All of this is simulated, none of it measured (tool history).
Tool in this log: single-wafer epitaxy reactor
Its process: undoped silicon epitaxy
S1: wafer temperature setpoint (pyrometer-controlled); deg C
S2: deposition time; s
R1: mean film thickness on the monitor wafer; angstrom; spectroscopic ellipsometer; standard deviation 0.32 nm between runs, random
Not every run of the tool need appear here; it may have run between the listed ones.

{"run": 1, "hour": 0.0, "S1": 650, "S2": 412, "R1": 687.7}
{"run": 2, "hour": 4.9, "S1": 650, "S2": 375, "R1": 626.47}
{"run": 3, "hour": 8.5, "S1": 649, "S2": 375, "R1": 610.97}
{"run": 4, "hour": 13.8, "S1": 640, "S2": 375, "R1": 486.52}
{"run": 5, "hour": 20.2, "S1": 640, "S2": 397, "R1": 517.39}
{"run": 6, "hour": 26.1, "S1": 631, "S2": 397, "R1": 411.1}
{"run": 7, "hour": 26.8, "S1": 635, "S2": 398, "R1": 456.47}
{"run": 8, "hour": 30.4, "S1": 637, "S2": 399, "R1": 480.2}

Run 9, settings as shown, results not yet in. Your forecast:
{"run": 9, "hour": 32.9, "S1": 639, "S2": 399, "R1": "?"}

R1: 508.71 angstrom

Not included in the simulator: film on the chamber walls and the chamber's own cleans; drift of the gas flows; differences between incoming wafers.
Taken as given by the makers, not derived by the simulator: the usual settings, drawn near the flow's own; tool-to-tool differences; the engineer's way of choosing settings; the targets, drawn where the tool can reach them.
